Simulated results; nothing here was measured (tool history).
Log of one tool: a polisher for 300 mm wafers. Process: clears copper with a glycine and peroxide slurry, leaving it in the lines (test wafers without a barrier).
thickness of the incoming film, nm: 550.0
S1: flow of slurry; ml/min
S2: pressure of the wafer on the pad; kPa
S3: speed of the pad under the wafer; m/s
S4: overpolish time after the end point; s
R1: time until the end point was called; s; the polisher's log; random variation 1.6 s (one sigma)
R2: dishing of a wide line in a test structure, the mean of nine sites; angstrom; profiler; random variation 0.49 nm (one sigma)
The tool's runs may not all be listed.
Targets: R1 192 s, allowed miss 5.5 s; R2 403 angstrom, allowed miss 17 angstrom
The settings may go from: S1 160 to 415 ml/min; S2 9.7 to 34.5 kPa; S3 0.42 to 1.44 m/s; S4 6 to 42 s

run,hour,S1,S2,S3,S4,R1,R2
1,0,265,22.1,0.92,21,100.14,703.65
2,3.3,265,20.7,0.9,21,110.13,668.49
3,11.7,265,24.1,0.9,21,95.296,746.37
4,19.7,265,24.1,0.9,29,95.758,928.92
5,21.2,265,24.1,0.9,35,95.847,1035.8
6,22.8,265,22.8,0.88,33,102.74,935.21
7,26,265,21.4,0.86,32,109.1,903.61
# hour 33: worn pad replaced by a new one
8,33,265,20,0.84,30,111.15,832.65
9,35,260,18.6,0.8,29,124.03,753.98
10,37.4,280,12.4,0.68,19,184.72,390.19

Which of these 5 next moves meets every target?
A,39.8,365,13.1,0.6,22,?,?
B,39.8,275,11,0.66,20,?,?
C,39.8,275,15.2,0.6,20,?,?
D,39.8,295,11.7,0.58,19,?,?
E,39.8,315,9.7,0.82,21,?,?

move,R1,R2
A,190.77,445.23
B,204.17,384
C,175.99,442.04
D,212.23,357.61
E,191.65,416.06
A: brings the result that was furthest off to its target, and leaves another outside
B: takes the result that was furthest off past its target
C: further off than the last run
D: takes the result that was furthest off past its target
E: meets every target
Answer: E
